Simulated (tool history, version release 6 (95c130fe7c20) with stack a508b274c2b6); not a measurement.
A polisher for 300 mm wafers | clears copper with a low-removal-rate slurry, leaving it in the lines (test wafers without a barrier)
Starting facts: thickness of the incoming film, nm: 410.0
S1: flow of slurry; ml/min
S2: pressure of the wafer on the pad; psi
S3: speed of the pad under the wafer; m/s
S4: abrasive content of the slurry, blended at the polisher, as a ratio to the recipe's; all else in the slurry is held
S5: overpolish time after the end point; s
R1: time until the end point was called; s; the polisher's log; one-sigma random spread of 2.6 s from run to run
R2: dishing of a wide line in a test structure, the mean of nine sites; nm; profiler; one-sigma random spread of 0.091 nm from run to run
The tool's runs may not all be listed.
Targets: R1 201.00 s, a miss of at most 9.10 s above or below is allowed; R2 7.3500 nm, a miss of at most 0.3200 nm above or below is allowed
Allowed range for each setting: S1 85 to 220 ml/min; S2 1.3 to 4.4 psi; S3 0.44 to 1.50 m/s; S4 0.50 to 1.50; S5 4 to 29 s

run   hour   S1   S2    S3    S4  S5      R1       R2
  1    0.0  140  2.8  0.96  1.00  15  143.49  26.5820
  2    6.5  145  2.6  0.96  1.00  13  159.24  22.0760
  3   14.0  135  2.5  0.94  1.00  12  166.58  19.6070
  4   17.1  165  2.5  0.94  1.00  12  159.44  19.9920
  5   18.7  165  2.5  1.10  1.00  12  137.56  22.5320
  6   26.8  175  2.3  1.10  0.90  11  153.50  19.6890
  7   32.4  180  2.1  1.06  1.00  10  163.78  16.7220
  8   39.2  185  2.0  1.02  1.10   9  171.63  14.3210
  9   41.1  220  1.3  0.92  1.35   4  244.07   4.9437
 10   44.8  215  1.4  0.92  1.35   4  232.49   5.0513
 11   52.9  210  1.5  0.92  1.30   4  222.70   5.2569
 12   55.9  210  1.5  0.92  1.25   4  227.63   5.3139
 13   60.4  205  1.6  0.92  1.20   4  216.21   5.4496
 14   66.0  200  1.6  0.92  1.20   4  220.08   5.4227
 15   67.7  195  1.6  0.92  1.20   4  222.10   5.3656
 16   74.6  190  1.6  0.92  1.20   4  222.87   5.3210
 17   75.8  190  1.6  0.92  1.15   4  226.14   5.3631
 18   82.0  170  2.2  0.92  1.00   8  183.69  12.2970
 19   89.4  170  2.1  0.92  1.05   8  185.59  11.8480
 20   97.0  170  2.0  0.94  1.10   8  189.64  11.9730
 21  105.7  180  2.0  0.92  1.15   8  187.65  12.0370
 22  106.8  175  1.9  0.96  1.10   8  191.88  11.7140
 23  113.3  180  1.9  0.92  1.15   8  197.99  11.4520

Exactly one of the 4 candidate moves below puts every result within its allowed miss. Which one?
  A  119.8  185  1.9  0.90  1.10   6   ?   ?
  B  119.8  185  1.7  0.98  1.20   5   ?   ?
  C  119.8  195  1.9  0.92  1.35  10   ?   ?
  D  119.8  185  2.2  0.86  1.00  11   ?   ?

move      R1       R2
   A  204.87   8.6314
   B  201.65   7.3600
   C  188.82  14.8840
   D  194.54  15.8650
A: an improvement on the last run, though not all results are within tolerance
B: every result within its allowed miss
C: the biggest miss grows against the last run
D: the biggest miss grows against the last run
The move that meets every target is B.
